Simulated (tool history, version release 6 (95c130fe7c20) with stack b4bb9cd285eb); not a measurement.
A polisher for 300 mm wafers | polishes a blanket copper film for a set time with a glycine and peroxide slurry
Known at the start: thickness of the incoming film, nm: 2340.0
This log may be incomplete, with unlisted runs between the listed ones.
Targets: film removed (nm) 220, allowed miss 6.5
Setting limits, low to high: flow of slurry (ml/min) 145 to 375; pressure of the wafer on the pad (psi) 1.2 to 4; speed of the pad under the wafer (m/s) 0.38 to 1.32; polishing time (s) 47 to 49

run  hour  flow of slurry (ml/min)  pressure of the wafer on the pad (psi)  speed of the pad under the wafer (m/s)  polishing time (s)  film removed (nm)
  1     0                      240                                     2.6                                    0.84                  47             255.04
  2   5.4                      280                                     2.6                                    0.84                  47             260.83
  3   6.1                      280                                     2.6                                    1.04                  47             308.97
  4   9.7                      280                                     2.4                                    1.04                  47             283.94
  5  11.1                      310                                     2.4                                    1.04                  47              288.7
  6  17.5                      310                                     2.3                                    1.04                  47             283.13
  7    26                      305                                     2.2                                    1.04                  47             272.29
  8  28.3                      305                                     2.1                                    1.04                  47             262.82
  9  31.9                      305                                       2                                    1.04                  47             253.68
 10  40.8                      295                                     1.8                                    1.04                  47             231.62
 11  45.2                      290                                     1.8                                    1.04                  47             235.75

Consider the 5 candidate settings below. Which is the only one whose results all fall within their allowed miss of target?
  A  49.6                      270                                     1.6                                    1.18                  47                  ?
  B  49.6                      200                                     1.8                                     1.1                  48                  ?
  C  49.6                      230                                     1.9                                    0.98                  49                  ?
  D  49.6                      270                                     1.9                                    1.08                  49                  ?
  E  49.6                      295                                     1.7                                    1.02                  47                  ?

move  film removed (nm)
   A             235.68
   B              241.3
   C             237.52
   D             259.35
   E             221.88
A: about the same distance from the targets as the last run
B: its largest miss is bigger than the last run's
C: its largest miss is bigger than the last run's
D: its largest miss is bigger than the last run's
E: all results in spec
So the answer is move E, the one that meets all the targets.
